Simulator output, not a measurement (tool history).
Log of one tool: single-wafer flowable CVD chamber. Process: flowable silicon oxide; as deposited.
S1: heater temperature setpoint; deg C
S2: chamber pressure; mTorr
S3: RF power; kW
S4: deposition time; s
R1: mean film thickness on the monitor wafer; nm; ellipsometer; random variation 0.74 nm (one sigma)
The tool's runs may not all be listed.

run,hour,S1,S2,S3,S4,R1
1,0,100,990,1.575,288,212.84
2,2.6,100,990,1.575,288,209.09
3,3.5,103,990,1.575,288,187.88
4,9.7,103,913,1.575,288,176.61
5,13.6,112,913,1.575,288,126.5
6,16.4,110,913,1.575,288,136.21
7,19.2,109,913,1.575,288,140.97
8,20.4,104,914,1.575,288,171.42

Run 9 comes next. What will it give?
9,22.2,105,914,1.575,288,?

R1: 163.4 nm
